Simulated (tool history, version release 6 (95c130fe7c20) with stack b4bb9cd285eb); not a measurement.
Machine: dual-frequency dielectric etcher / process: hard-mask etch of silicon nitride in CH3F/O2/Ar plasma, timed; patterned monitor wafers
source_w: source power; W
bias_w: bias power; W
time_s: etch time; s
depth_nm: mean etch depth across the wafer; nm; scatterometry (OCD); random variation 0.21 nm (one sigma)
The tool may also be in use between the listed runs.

run,hour,source_w,bias_w,time_s,depth_nm
1,0,420,58,87.5,49.505
2,3.3,420,54,87.5,48.031
3,7.8,460,58,87.5,51.656
4,8.7,390,58,87.5,47.6
5,11.4,390,50,87.5,45.215
6,17.8,440,53,87.5,48.511
7,26,520,64,87.5,56.654

Forecast run 8:
8,28.1,540,64,87.5,?

{"run 8": {"depth_nm": 57.818}}
